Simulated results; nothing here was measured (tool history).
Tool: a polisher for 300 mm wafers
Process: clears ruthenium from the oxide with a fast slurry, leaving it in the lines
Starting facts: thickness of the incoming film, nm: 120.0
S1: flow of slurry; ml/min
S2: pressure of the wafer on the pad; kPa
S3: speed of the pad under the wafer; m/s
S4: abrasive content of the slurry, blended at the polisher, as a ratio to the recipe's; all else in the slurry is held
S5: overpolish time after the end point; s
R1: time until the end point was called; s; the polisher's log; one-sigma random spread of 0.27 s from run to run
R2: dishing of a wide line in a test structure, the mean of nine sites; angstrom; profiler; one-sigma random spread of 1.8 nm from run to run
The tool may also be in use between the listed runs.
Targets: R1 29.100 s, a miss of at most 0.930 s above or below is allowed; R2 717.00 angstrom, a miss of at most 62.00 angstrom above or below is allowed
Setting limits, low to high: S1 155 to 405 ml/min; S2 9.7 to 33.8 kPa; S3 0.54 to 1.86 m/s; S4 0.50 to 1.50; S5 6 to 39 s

| run | hour | S1 | S2 | S3 | S4 | S5 | R1 | R2 |
|---|---|---|---|---|---|---|---|---|
| 1 | 0.0 | 260 | 21.4 | 1.18 | 1.00 | 20 | 22.168 | 888.55 |
| 2 | 8.3 | 260 | 20.0 | 1.18 | 1.00 | 20 | 23.449 | 829.38 |
| 3 | 15.7 | 260 | 20.0 | 1.18 | 1.15 | 20 | 21.815 | 867.78 |
| 4 | 18.4 | 260 | 20.0 | 1.18 | 1.15 | 28 | 22.277 | 1083.60 |
| 5 | 24.6 | 260 | 18.6 | 1.18 | 1.15 | 27 | 23.378 | 1018.20 |
| 6 | 28.2 | 260 | 18.6 | 1.18 | 1.05 | 27 | 24.943 | 1007.50 |
| 7 | 35.9 | 260 | 17.9 | 1.18 | 1.05 | 26 | 25.200 | 923.46 |
| 8 | 37.1 | 260 | 17.2 | 1.18 | 1.05 | 25 | 26.373 | 871.93 |
| 9 | 44.3 | 260 | 16.5 | 1.18 | 1.05 | 24 | 27.533 | 789.13 |

Which one of the following 5 next-run settings gets every result inside its allowed miss? There is exactly one.
| A | 51.5 | 170 | 14.5 | 1.26 | 1.45 | 26 | ? | ? |
| B | 51.5 | 295 | 15.2 | 1.24 | 0.90 | 27 | ? | ? |
| C | 51.5 | 180 | 17.2 | 1.12 | 0.95 | 26 | ? | ? |
| D | 51.5 | 240 | 17.2 | 1.16 | 0.80 | 21 | ? | ? |
| E | 51.5 | 230 | 15.2 | 1.18 | 1.00 | 26 | ? | ? |

| move | R1 | R2 |
|---|---|---|
| A | 28.539 | 890.43 |
| B | 29.785 | 886.89 |
| C | 29.859 | 858.83 |
| D | 29.473 | 728.50 |
| E | 30.751 | 838.69 |
A: brings the result that was furthest off to its target, and leaves another outside
B: brings the result that was furthest off to its target, and leaves another outside
C: brings the result that was furthest off to its target, and leaves another outside
D: hits every target within its allowed miss
E: takes the biggest miss from the last run beyond its target
The move that meets every target is D.
